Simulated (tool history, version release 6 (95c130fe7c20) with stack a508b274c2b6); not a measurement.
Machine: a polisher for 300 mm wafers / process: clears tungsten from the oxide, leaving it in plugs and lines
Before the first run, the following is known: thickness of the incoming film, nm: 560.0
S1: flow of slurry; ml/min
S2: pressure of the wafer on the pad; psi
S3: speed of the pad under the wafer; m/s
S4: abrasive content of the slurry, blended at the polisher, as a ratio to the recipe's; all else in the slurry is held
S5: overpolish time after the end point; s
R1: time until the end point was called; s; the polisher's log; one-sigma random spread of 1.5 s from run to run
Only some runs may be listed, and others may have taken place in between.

| run | hour | S1 | S2 | S3 | S4 | S5 | R1 |
|---|---|---|---|---|---|---|---|
| 1 | 0 | 225 | 4.8 | 1.42 | 1 | 7 | 77.558 |
| 2 | 1 | 225 | 4.4 | 1.42 | 1 | 7 | 84.343 |
| 3 | 7.1 | 225 | 4.4 | 1.42 | 1.15 | 7 | 83.596 |
| 4 | 13 | 225 | 4.4 | 1.42 | 1.15 | 7 | 84.445 |
| 5 | 15.5 | 200 | 4.4 | 1.42 | 1.15 | 7 | 84.281 |
| 6 | 19.6 | 170 | 4.4 | 1.42 | 1.15 | 7 | 87.14 |
| 7 | 23.7 | 170 | 4.1 | 1.42 | 1.15 | 7 | 91.972 |
| 8 | 31.9 | 170 | 3.8 | 1.42 | 1.15 | 7 | 102.87 |

What will run 9 give?
| 9 | 40.6 | 170 | 3.7 | 1.42 | 1.15 | 7 | ? |

Run 9 produced R1 102.34 s.
